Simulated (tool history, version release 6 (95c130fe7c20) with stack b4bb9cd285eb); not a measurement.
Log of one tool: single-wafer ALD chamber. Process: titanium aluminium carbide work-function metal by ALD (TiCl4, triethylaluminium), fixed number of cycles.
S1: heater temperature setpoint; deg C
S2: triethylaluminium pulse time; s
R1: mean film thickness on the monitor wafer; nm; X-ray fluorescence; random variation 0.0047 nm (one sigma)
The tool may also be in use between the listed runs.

run 1 hour=0 | S1=285 S2=7.42 | R1=1.7387
run 2 hour=4.8 | S1=285 S2=9.08 | R1=1.8129
run 3 hour=10.3 | S1=281 S2=9.08 | R1=1.7814
run 4 hour=16.7 | S1=276 S2=7.52 | R1=1.6668
run 5 hour=21.3 | S1=269 S2=7.52 | R1=1.6133
run 6 hour=27.3 | S1=267 S2=6.34 | R1=1.5201
run 7 hour=30.1 | S1=266 S2=5.45 | R1=1.4284

The next listed run, before its measurement:
run 8 hour=30.9 | S1=266 S2=5.45 | R1=?

R1: 1.4288 nm
